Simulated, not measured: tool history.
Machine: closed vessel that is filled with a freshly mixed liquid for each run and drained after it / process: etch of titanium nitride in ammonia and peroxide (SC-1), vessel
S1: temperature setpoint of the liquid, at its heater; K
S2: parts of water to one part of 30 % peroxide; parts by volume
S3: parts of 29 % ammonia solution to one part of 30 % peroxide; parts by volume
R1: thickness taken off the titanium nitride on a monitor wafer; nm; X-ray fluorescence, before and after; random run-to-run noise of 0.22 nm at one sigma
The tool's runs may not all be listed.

run 1 hour=0 | S1=331.15 S2=26 S3=0.75 time_in_the_liquid_(s)=1625 | R1=96.066
run 2 hour=7.7 | S1=330.15 S2=26 S3=0.75 time_in_the_liquid_(s)=1625 | R1=90.579
run 3 hour=16.1 | S1=330.15 S2=26 S3=0.75 time_in_the_liquid_(s)=1625 | R1=90.406
run 4 hour=23.8 | S1=329.15 S2=26 S3=0.75 time_in_the_liquid_(s)=1625 | R1=84.239
run 5 hour=29.3 | S1=329.15 S2=26 S3=0.6 time_in_the_liquid_(s)=1625 | R1=81.073
run 6 hour=38.7 | S1=329.15 S2=26 S3=0.7 time_in_the_liquid_(s)=1625 | R1=83.467
run 7 hour=45.7 | S1=328.65 S2=26 S3=0.7 time_in_the_liquid_(s)=1625 | R1=80.59

Estimate the outcome of run 8 from the log above:
run 8 hour=52.6 | S1=328.15 S2=26 S3=0.7 time_in_the_liquid_(s)=1625 | R1=?

{"run 8": {"R1": 77.515}}
